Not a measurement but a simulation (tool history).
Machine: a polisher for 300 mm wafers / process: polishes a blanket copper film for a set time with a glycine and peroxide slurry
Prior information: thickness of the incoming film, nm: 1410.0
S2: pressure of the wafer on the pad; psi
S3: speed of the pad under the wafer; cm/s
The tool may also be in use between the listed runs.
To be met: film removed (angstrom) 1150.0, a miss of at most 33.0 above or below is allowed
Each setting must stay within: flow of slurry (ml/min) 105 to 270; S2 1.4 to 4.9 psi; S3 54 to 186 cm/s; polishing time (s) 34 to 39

{"run": 1, "hour": 0.0, "flow of slurry (ml/min)": 175, "S2": 3.1, "S3": 118, "polishing time (s)": 39, "film removed (angstrom)": 2461.0}
{"run": 2, "hour": 0.7, "flow of slurry (ml/min)": 195, "S2": 3.1, "S3": 118, "polishing time (s)": 39, "film removed (angstrom)": 2502.0}
{"run": 3, "hour": 7.5, "flow of slurry (ml/min)": 190, "S2": 2.7, "S3": 110, "polishing time (s)": 39, "film removed (angstrom)": 2120.9}
{"run": 4, "hour": 11.6, "flow of slurry (ml/min)": 185, "S2": 2.4, "S3": 104, "polishing time (s)": 39, "film removed (angstrom)": 1845.4}
{"run": 5, "hour": 20.4, "flow of slurry (ml/min)": 185, "S2": 2.8, "S3": 104, "polishing time (s)": 39, "film removed (angstrom)": 2142.1}
{"run": 6, "hour": 26.3, "flow of slurry (ml/min)": 185, "S2": 2.8, "S3": 90, "polishing time (s)": 39, "film removed (angstrom)": 1922.1}
{"run": 7, "hour": 27.5, "flow of slurry (ml/min)": 180, "S2": 2.5, "S3": 88, "polishing time (s)": 39, "film removed (angstrom)": 1683.6}
{"run": 8, "hour": 32.2, "flow of slurry (ml/min)": 170, "S2": 2.3, "S3": 88, "polishing time (s)": 39, "film removed (angstrom)": 1563.4}

Next run, 5 choices. One meets every target within its allowed miss, the rest don't. Which?
{"run": "A", "hour": 36.9, "flow of slurry (ml/min)": 165, "S2": 2.1, "S3": 84, "polishing time (s)": 38, "film removed (angstrom)": "?"}
{"run": "B", "hour": 36.9, "flow of slurry (ml/min)": 170, "S2": 1.6, "S3": 88, "polishing time (s)": 35, "film removed (angstrom)": "?"}
{"run": "C", "hour": 36.9, "flow of slurry (ml/min)": 170, "S2": 2.2, "S3": 90, "polishing time (s)": 34, "film removed (angstrom)": "?"}
{"run": "D", "hour": 36.9, "flow of slurry (ml/min)": 155, "S2": 2.6, "S3": 106, "polishing time (s)": 39, "film removed (angstrom)": "?"}
{"run": "E", "hour": 36.9, "flow of slurry (ml/min)": 145, "S2": 1.6, "S3": 104, "polishing time (s)": 35, "film removed (angstrom)": "?"}

move=A film_removed_(angstrom)=1372.1
move=B film_removed_(angstrom)=1069.4
move=C film_removed_(angstrom)=1335.8
move=D film_removed_(angstrom)=1923.5
move=E film_removed_(angstrom)=1149.1
A: moves toward the targets from the last run without getting all of them in spec
B: takes the result that was furthest off past its target
C: moves toward the targets from the last run without getting all of them in spec
D: lands further from the targets than the last run did
E: all results in spec
Move E is the one to make.
